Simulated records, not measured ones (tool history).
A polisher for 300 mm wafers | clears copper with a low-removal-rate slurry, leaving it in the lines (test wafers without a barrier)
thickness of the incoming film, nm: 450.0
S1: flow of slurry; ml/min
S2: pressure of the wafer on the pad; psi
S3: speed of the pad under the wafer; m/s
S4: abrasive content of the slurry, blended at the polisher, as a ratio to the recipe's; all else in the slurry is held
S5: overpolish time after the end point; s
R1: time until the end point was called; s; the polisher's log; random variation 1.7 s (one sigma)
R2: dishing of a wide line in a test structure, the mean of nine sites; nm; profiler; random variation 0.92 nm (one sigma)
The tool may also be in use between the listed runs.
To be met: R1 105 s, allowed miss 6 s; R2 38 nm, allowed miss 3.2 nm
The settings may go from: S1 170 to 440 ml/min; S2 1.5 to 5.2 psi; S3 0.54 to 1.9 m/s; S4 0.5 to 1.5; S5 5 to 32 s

{"run": 1, "hour": 0.0, "S1": 280, "S2": 3.3, "S3": 1.22, "S4": 1, "S5": 16, "R1": 140.51, "R2": 28.241}
{"run": 2, "hour": 6.6, "S1": 280, "S2": 3.6, "S3": 1.22, "S4": 1, "S5": 17, "R1": 129.23, "R2": 31.728}
{"run": 3, "hour": 9.7, "S1": 280, "S2": 4.4, "S3": 1.22, "S4": 1, "S5": 17, "R1": 107.35, "R2": 34.513}
{"run": 4, "hour": 11.6, "S1": 280, "S2": 5.1, "S3": 1.22, "S4": 1, "S5": 17, "R1": 94.467, "R2": 36.029}
{"run": 5, "hour": 17.9, "S1": 280, "S2": 5.1, "S3": 1.22, "S4": 1, "S5": 20, "R1": 95.565, "R2": 38.101}
{"run": 6, "hour": 18.8, "S1": 240, "S2": 5.1, "S3": 1.22, "S4": 1, "S5": 20, "R1": 95.779, "R2": 39.009}
{"run": 7, "hour": 23.5, "S1": 240, "S2": 5, "S3": 1.22, "S4": 1, "S5": 20, "R1": 97.768, "R2": 38.413}
{"hour": 28.3, "done": "slurry nozzle cleaned"}
{"run": 8, "hour": 28.3, "S1": 240, "S2": 4.9, "S3": 1.22, "S4": 1, "S5": 20, "R1": 95.528, "R2": 39.728}
{"run": 9, "hour": 34.7, "S1": 245, "S2": 4.8, "S3": 1.22, "S4": 1, "S5": 20, "R1": 98.725, "R2": 37.733}

Which of these 4 next moves meets every target?
{"run": "A", "hour": 41.1, "S1": 185, "S2": 5.1, "S3": 1.2, "S4": 0.75, "S5": 21, "R1": "?", "R2": "?"}
{"run": "B", "hour": 41.1, "S1": 325, "S2": 5.2, "S3": 1.2, "S4": 1.15, "S5": 22, "R1": "?", "R2": "?"}
{"run": "C", "hour": 41.1, "S1": 230, "S2": 4.9, "S3": 1.32, "S4": 0.95, "S5": 14, "R1": "?", "R2": "?"}
{"run": "D", "hour": 41.1, "S1": 215, "S2": 4.6, "S3": 1.38, "S4": 0.9, "S5": 24, "R1": "?", "R2": "?"}

move=A R1=108.22 R2=37.527
move=B R1=88.311 R2=40.137
move=C R1=92.669 R2=34.184
move=D R1=96.198 R2=39.956
A: meets every target
B: further off than the last run
C: further off than the last run
D: further off than the last run
Move A is the one to make.
